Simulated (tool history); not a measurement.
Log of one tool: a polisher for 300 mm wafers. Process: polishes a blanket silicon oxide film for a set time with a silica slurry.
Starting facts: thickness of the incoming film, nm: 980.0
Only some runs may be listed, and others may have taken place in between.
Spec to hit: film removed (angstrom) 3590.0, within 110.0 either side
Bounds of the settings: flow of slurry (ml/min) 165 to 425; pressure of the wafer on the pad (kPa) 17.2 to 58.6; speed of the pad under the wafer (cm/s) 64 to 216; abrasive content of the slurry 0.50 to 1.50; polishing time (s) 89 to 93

run,hour,flow of slurry (ml/min),pressure of the wafer on the pad (kPa),speed of the pad under the wafer (cm/s),abrasive content of the slurry,polishing time (s),film removed (angstrom)
1,0.0,275,37.9,140,1.00,89,5434.0
2,8.8,240,37.9,140,1.00,89,5422.3
3,9.4,240,34.5,140,1.00,89,4866.1
4,17.6,240,42.1,140,1.00,89,5889.3
5,22.9,240,49.6,140,1.00,89,6892.9
6,31.0,240,43.4,138,1.00,89,6069.0
7,32.6,240,38.6,138,1.00,89,5456.4
8,40.5,235,28.3,134,1.00,89,3999.4
9,45.8,230,23.4,134,1.00,89,3353.7
10,52.0,235,24.1,134,1.00,89,3435.2

5 next moves are on the table. One of them brings every result within its allowed miss. Which?
A,58.2,230,24.8,116,1.15,89,?
B,58.2,210,22.8,142,1.05,93,?
C,58.2,185,25.5,124,1.40,89,?
D,58.2,170,35.9,94,1.05,93,?
E,58.2,180,26.2,134,1.15,89,?

move,film removed (angstrom)
A,3392.0
B,3609.2
C,3856.5
D,3849.4
E,3821.5
A: the biggest miss grows against the last run
B: meets every target
C: carries the result that was furthest off beyond its target, to the other side
D: carries the result that was furthest off beyond its target, to the other side
E: carries the result that was furthest off beyond its target, to the other side
The right move is B.
